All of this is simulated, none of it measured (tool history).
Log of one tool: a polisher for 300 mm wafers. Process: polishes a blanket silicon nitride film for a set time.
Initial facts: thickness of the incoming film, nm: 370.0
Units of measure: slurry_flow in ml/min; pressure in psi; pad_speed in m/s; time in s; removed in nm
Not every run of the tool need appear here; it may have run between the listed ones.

run 1 hour=0.0 | slurry_flow=245 pressure=4.3 pad_speed=1.32 time=37 | removed=88.260
run 2 hour=7.1 | slurry_flow=245 pressure=4.3 pad_speed=1.02 time=37 | removed=77.748
run 3 hour=13.4 | slurry_flow=245 pressure=4.9 pad_speed=1.02 time=37 | removed=86.839
run 4 hour=20.3 | slurry_flow=245 pressure=4.9 pad_speed=1.02 time=34 | removed=79.940
run 5 hour=22.9 | slurry_flow=245 pressure=4.7 pad_speed=1.02 time=34 | removed=78.416
run 6 hour=31.4 | slurry_flow=245 pressure=4.5 pad_speed=1.02 time=34 | removed=73.902
run 7 hour=37.3 | slurry_flow=245 pressure=4.3 pad_speed=1.02 time=34 | removed=70.808
run 8 hour=38.8 | slurry_flow=245 pressure=4.3 pad_speed=1.02 time=34 | removed=71.029
run 9 hour=44.2 | slurry_flow=245 pressure=4.1 pad_speed=1.02 time=34 | removed=68.445
run 10 hour=51.0 | slurry_flow=245 pressure=4.0 pad_speed=1.02 time=34 | removed=66.275
run 11 hour=59.8 | slurry_flow=245 pressure=3.9 pad_speed=1.02 time=34 | removed=63.823
run 12 hour=60.9 | slurry_flow=245 pressure=3.9 pad_speed=1.02 time=34 | removed=64.900
run 13 hour=68.5 | slurry_flow=245 pressure=3.8 pad_speed=1.02 time=34 | removed=63.990
run 14 hour=74.1 | slurry_flow=245 pressure=3.7 pad_speed=1.02 time=34 | removed=61.644
run 15 hour=80.1 | slurry_flow=245 pressure=3.6 pad_speed=1.02 time=34 | removed=59.582
run 16 hour=87.1 | slurry_flow=245 pressure=3.5 pad_speed=1.02 time=34 | removed=57.900
run 17 hour=90.6 | slurry_flow=240 pressure=3.3 pad_speed=1.02 time=34 | removed=55.077
run 18 hour=99.0 | slurry_flow=235 pressure=3.3 pad_speed=1.02 time=34 | removed=54.380
run 19 hour=100.7 | slurry_flow=230 pressure=3.3 pad_speed=1.02 time=34 | removed=54.462
run 20 hour=108.7 | slurry_flow=225 pressure=3.3 pad_speed=1.02 time=34 | removed=54.316
run 21 hour=112.1 | slurry_flow=220 pressure=3.3 pad_speed=1.02 time=34 | removed=54.844

Run 22 has not been measured yet. What should we expect?
run 22 hour=114.4 | slurry_flow=220 pressure=3.0 pad_speed=1.02 time=34 | removed=?

removed: 49.820 nm

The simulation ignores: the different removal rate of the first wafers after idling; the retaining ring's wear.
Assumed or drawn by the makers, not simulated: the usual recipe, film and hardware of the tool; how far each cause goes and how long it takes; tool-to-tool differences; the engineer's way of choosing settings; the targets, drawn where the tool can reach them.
